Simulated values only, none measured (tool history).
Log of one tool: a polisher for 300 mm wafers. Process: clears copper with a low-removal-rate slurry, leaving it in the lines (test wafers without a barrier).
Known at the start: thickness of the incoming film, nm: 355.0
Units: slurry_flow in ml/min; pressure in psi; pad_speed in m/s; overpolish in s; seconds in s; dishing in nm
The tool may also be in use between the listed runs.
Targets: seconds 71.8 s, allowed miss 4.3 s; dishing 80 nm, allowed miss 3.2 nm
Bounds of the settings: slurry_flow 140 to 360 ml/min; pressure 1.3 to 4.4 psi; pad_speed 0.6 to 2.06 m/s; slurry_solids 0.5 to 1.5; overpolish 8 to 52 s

{"run": 1, "hour": 0.0, "slurry_flow": 230, "pressure": 2.8, "pad_speed": 1.32, "slurry_solids": 1, "overpolish": 26, "seconds": 119.49, "dishing": 53.158}
{"run": 2, "hour": 4.7, "slurry_flow": 230, "pressure": 3.3, "pad_speed": 1.34, "slurry_solids": 1, "overpolish": 26, "seconds": 100.28, "dishing": 61.21}
{"run": 3, "hour": 6.3, "slurry_flow": 230, "pressure": 3.3, "pad_speed": 1.46, "slurry_solids": 1, "overpolish": 26, "seconds": 91.928, "dishing": 64.101}
{"run": 4, "hour": 9.8, "slurry_flow": 230, "pressure": 3.5, "pad_speed": 1.46, "slurry_solids": 1, "overpolish": 26, "seconds": 86.581, "dishing": 68.239}
{"run": 5, "hour": 13.6, "slurry_flow": 230, "pressure": 4, "pad_speed": 1.46, "slurry_solids": 1, "overpolish": 26, "seconds": 78.938, "dishing": 75.422}
{"run": 6, "hour": 20.9, "slurry_flow": 230, "pressure": 4, "pad_speed": 1.46, "slurry_solids": 1, "overpolish": 36, "seconds": 79.506, "dishing": 91.507}
{"run": 7, "hour": 25.4, "slurry_flow": 230, "pressure": 4.1, "pad_speed": 1.48, "slurry_solids": 1, "overpolish": 33, "seconds": 75.562, "dishing": 89.752}
{"run": 8, "hour": 33.3, "slurry_flow": 230, "pressure": 4.1, "pad_speed": 1.5, "slurry_solids": 1, "overpolish": 31, "seconds": 74.938, "dishing": 85.813}

Which of these 5 next moves meets every target?
{"run": "A", "hour": 41.2, "slurry_flow": 240, "pressure": 3.5, "pad_speed": 1.66, "slurry_solids": 1.15, "overpolish": 43, "seconds": "?", "dishing": "?"}
{"run": "B", "hour": 41.2, "slurry_flow": 260, "pressure": 4.4, "pad_speed": 1.44, "slurry_solids": 1.1, "overpolish": 34, "seconds": "?", "dishing": "?"}
{"run": "C", "hour": 41.2, "slurry_flow": 320, "pressure": 3.7, "pad_speed": 1.64, "slurry_solids": 0.85, "overpolish": 39, "seconds": "?", "dishing": "?"}
{"run": "D", "hour": 41.2, "slurry_flow": 215, "pressure": 4, "pad_speed": 1.6, "slurry_solids": 0.95, "overpolish": 27, "seconds": "?", "dishing": "?"}
{"run": "E", "hour": 41.2, "slurry_flow": 220, "pressure": 4.4, "pad_speed": 1.56, "slurry_solids": 1, "overpolish": 30, "seconds": "?", "dishing": "?"}

move=A seconds=74.953 dishing=96.996
move=B seconds=69.666 dishing=93.03
move=C seconds=75.33 dishing=93.303
move=D seconds=72.162 dishing=78.605
move=E seconds=66.875 dishing=88.749
A: further off than the last run
B: further off than the last run
C: further off than the last run
D: meets every target
E: further off than the last run
Answer: D
